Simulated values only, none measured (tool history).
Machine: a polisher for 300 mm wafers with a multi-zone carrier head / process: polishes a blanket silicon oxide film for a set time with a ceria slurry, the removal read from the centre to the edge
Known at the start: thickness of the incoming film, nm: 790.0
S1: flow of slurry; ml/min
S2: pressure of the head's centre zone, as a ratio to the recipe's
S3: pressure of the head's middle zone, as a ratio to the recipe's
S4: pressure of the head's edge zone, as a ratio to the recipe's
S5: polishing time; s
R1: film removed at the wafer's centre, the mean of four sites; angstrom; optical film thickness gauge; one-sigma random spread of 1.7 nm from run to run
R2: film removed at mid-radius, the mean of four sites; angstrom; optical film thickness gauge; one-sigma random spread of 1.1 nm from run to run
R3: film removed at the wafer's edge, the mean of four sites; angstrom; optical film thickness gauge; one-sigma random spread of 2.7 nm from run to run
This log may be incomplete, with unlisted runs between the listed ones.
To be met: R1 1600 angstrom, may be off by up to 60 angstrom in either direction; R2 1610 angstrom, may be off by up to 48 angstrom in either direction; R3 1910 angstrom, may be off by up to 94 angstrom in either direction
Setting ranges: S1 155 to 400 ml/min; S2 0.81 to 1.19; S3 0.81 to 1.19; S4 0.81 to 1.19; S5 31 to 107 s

{"run": 1, "hour": 0.0, "S1": 255, "S2": 1, "S3": 1, "S4": 1, "S5": 69, "R1": 2533, "R2": 2582.1, "R3": 2604.6}
{"run": 2, "hour": 6.4, "S1": 245, "S2": 0.97, "S3": 0.97, "S4": 1, "S5": 65, "R1": 2343.4, "R2": 2375.1, "R3": 2400.9}
{"run": 3, "hour": 10.7, "S1": 295, "S2": 0.97, "S3": 0.97, "S4": 1, "S5": 65, "R1": 2415.7, "R2": 2433, "R3": 2440.2}
{"run": 4, "hour": 11.5, "S1": 230, "S2": 0.97, "S3": 0.97, "S4": 1, "S5": 65, "R1": 2340.8, "R2": 2374.5, "R3": 2396.9}
{"run": 5, "hour": 12.2, "S1": 230, "S2": 0.97, "S3": 0.92, "S4": 1, "S5": 65, "R1": 2307, "R2": 2275, "R3": 2490.4}
{"run": 6, "hour": 14.2, "S1": 230, "S2": 0.93, "S3": 0.92, "S4": 1, "S5": 65, "R1": 2238.9, "R2": 2287.1, "R3": 2423.6}
{"run": 7, "hour": 23.0, "S1": 220, "S2": 0.92, "S3": 0.9, "S4": 1.01, "S5": 61, "R1": 2078.9, "R2": 2097.3, "R3": 2253.8}
{"run": 8, "hour": 27.5, "S1": 185, "S2": 0.82, "S3": 0.81, "S4": 1.09, "S5": 48, "R1": 1453.4, "R2": 1505.9, "R3": 1821.2}
{"run": 9, "hour": 29.2, "S1": 195, "S2": 0.83, "S3": 0.82, "S4": 1.09, "S5": 48, "R1": 1455, "R2": 1546.6, "R3": 1823.3}
{"run": 10, "hour": 30.2, "S1": 200, "S2": 0.84, "S3": 0.82, "S4": 1.1, "S5": 48, "R1": 1486.8, "R2": 1524, "R3": 1855}
{"run": 11, "hour": 31.0, "S1": 205, "S2": 0.85, "S3": 0.83, "S4": 1.1, "S5": 48, "R1": 1488.8, "R2": 1529.7, "R3": 1874}

Consider the 4 candidate settings below. Which is the only one whose results all fall within their allowed miss of target?
{"run": "A", "hour": 31.8, "S1": 180, "S2": 0.97, "S3": 0.92, "S4": 0.81, "S5": 50, "R1": "?", "R2": "?", "R3": "?"}
{"run": "B", "hour": 31.8, "S1": 225, "S2": 0.98, "S3": 0.83, "S4": 0.92, "S5": 49, "R1": "?", "R2": "?", "R3": "?"}
{"run": "C", "hour": 31.8, "S1": 155, "S2": 0.96, "S3": 0.83, "S4": 0.92, "S5": 51, "R1": "?", "R2": "?", "R3": "?"}
{"run": "D", "hour": 31.8, "S1": 155, "S2": 0.85, "S3": 0.81, "S4": 1.02, "S5": 52, "R1": "?", "R2": "?", "R3": "?"}

move=A R1=1748.9 R2=1710.6 R3=1639.5
move=B R1=1772.4 R2=1595.1 R3=1731.5
move=C R1=1734.7 R2=1597.8 R3=1751.8
move=D R1=1585 R2=1602.8 R3=1876.4
A: pushes the last run's worst result past its target
B: pushes the last run's worst result past its target
C: pushes the last run's worst result past its target
D: hits every target within its allowed miss
Go with D: it meets all targets.

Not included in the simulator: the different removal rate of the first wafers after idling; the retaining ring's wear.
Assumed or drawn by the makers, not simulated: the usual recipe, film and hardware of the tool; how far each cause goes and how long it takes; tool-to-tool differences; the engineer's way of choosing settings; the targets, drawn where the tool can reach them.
